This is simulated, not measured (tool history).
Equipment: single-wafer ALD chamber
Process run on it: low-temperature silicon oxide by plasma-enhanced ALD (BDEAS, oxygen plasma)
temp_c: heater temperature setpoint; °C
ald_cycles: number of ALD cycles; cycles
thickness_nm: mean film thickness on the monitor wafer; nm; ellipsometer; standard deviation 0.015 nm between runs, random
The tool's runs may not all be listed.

run 1 hour=0.0 | temp_c=120 ald_cycles=26 | thickness_nm=3.3373
run 2 hour=1.3 | temp_c=111 ald_cycles=26 | thickness_nm=3.4160
run 3 hour=7.3 | temp_c=113 ald_cycles=25 | thickness_nm=3.2539
run 4 hour=15.9 | temp_c=114 ald_cycles=24 | thickness_nm=3.1356
run 5 hour=16.8 | temp_c=115 ald_cycles=24 | thickness_nm=3.1549
run 6 hour=17.7 | temp_c=108 ald_cycles=24 | thickness_nm=3.2265
run 7 hour=20.6 | temp_c=111 ald_cycles=24 | thickness_nm=3.1858
run 8 hour=25.9 | temp_c=111 ald_cycles=24 | thickness_nm=3.1915
run 9 hour=28.2 | temp_c=115 ald_cycles=21 | thickness_nm=2.7631
run 10 hour=35.5 | temp_c=114 ald_cycles=21 | thickness_nm=2.7424
run 11 hour=41.0 | temp_c=112 ald_cycles=21 | thickness_nm=2.7569
run 12 hour=45.2 | temp_c=111 ald_cycles=21 | thickness_nm=2.7711
run 13 hour=51.5 | temp_c=111 ald_cycles=21 | thickness_nm=2.7744

Run 14 has not been measured yet. What should we expect?
run 14 hour=57.7 | temp_c=110 ald_cycles=21 | thickness_nm=?

thickness_nm: 2.7525 nm
